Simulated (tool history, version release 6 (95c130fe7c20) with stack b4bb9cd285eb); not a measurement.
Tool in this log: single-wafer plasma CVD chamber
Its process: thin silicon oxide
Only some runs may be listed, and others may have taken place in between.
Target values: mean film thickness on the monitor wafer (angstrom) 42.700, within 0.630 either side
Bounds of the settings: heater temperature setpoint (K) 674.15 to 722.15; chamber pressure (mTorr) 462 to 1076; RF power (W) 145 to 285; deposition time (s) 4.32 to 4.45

| run | hour | heater temperature setpoint (K) | chamber pressure (mTorr) | RF power (W) | deposition time (s) | mean film thickness on the monitor wafer (angstrom) |
|---|---|---|---|---|---|---|
| 1 | 0.0 | 698.15 | 769 | 215 | 4.32 | 64.914 |
| 2 | 3.9 | 698.15 | 681 | 210 | 4.32 | 56.657 |
| 3 | 5.9 | 698.15 | 681 | 180 | 4.32 | 50.524 |
| 4 | 9.9 | 706.15 | 681 | 180 | 4.32 | 50.482 |
| 5 | 17.5 | 706.15 | 645 | 180 | 4.32 | 47.659 |
| 6 | 19.7 | 706.15 | 623 | 180 | 4.32 | 45.908 |
| 7 | 22.4 | 707.15 | 610 | 180 | 4.32 | 44.785 |
| 8 | 23.3 | 708.15 | 602 | 180 | 4.32 | 44.165 |
| 9 | 25.2 | 709.15 | 597 | 180 | 4.32 | 43.584 |
|  | 31.6 | capacitance manometer re-zeroed and calibrated |
| 10 | 31.6 | 710.15 | 595 | 180 | 4.32 | 40.512 |
| 11 | 33.3 | 709.15 | 595 | 180 | 4.32 | 40.380 |
| 12 | 34.6 | 707.15 | 596 | 180 | 4.32 | 40.522 |
| 13 | 36.5 | 708.15 | 601 | 180 | 4.32 | 41.026 |
| 14 | 44.4 | 706.15 | 602 | 180 | 4.32 | 41.173 |
| 15 | 50.4 | 708.15 | 603 | 180 | 4.32 | 41.077 |
| 16 | 54.0 | 706.15 | 604 | 180 | 4.32 | 41.350 |
| 17 | 57.8 | 708.15 | 605 | 180 | 4.32 | 41.186 |
| 18 | 59.9 | 706.15 | 606 | 180 | 4.32 | 41.365 |
| 19 | 63.1 | 708.15 | 607 | 180 | 4.32 | 41.312 |
| 20 | 69.8 | 707.15 | 608 | 180 | 4.32 | 41.350 |
| 21 | 78.0 | 707.15 | 612 | 180 | 4.32 | 41.806 |

Which single option among these 4 for the next run brings every result within its allowed miss of target? Just one does.
| A | 86.2 | 722.15 | 713 | 155 | 4.45 | ? |
| B | 86.2 | 710.15 | 637 | 180 | 4.36 | ? |
| C | 86.2 | 721.15 | 585 | 190 | 4.32 | ? |
| D | 86.2 | 707.15 | 633 | 170 | 4.45 | ? |

| move | mean film thickness on the monitor wafer (angstrom) |
|---|---|
| A | 44.306 |
| B | 43.973 |
| C | 41.095 |
| D | 42.618 |
A: takes the result that was furthest off past its target
B: takes the result that was furthest off past its target
C: misses by more than the last run did
D: meets every target
Go with D: it meets all targets.

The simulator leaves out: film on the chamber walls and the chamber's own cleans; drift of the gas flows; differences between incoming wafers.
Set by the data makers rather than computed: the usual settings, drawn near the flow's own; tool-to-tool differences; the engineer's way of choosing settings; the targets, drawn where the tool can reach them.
